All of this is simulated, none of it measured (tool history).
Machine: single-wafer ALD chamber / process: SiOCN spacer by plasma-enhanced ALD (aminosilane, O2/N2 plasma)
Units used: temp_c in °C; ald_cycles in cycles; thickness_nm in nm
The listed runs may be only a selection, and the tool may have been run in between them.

| run | hour | temp_c | ald_cycles | thickness_nm |
|---|---|---|---|---|
| 1 | 0.0 | 395 | 59 | 3.3419 |
| 2 | 4.8 | 395 | 54 | 3.0728 |
| 3 | 7.4 | 395 | 52 | 2.9524 |
| 4 | 12.2 | 395 | 50 | 2.8485 |
| 5 | 18.8 | 395 | 49 | 2.7802 |
| 6 | 26.0 | 395 | 41 | 2.3312 |

Estimate the outcome of run 7 from the log above:
| 7 | 27.9 | 395 | 42 | ? |

thickness_nm: 2.3860 nm

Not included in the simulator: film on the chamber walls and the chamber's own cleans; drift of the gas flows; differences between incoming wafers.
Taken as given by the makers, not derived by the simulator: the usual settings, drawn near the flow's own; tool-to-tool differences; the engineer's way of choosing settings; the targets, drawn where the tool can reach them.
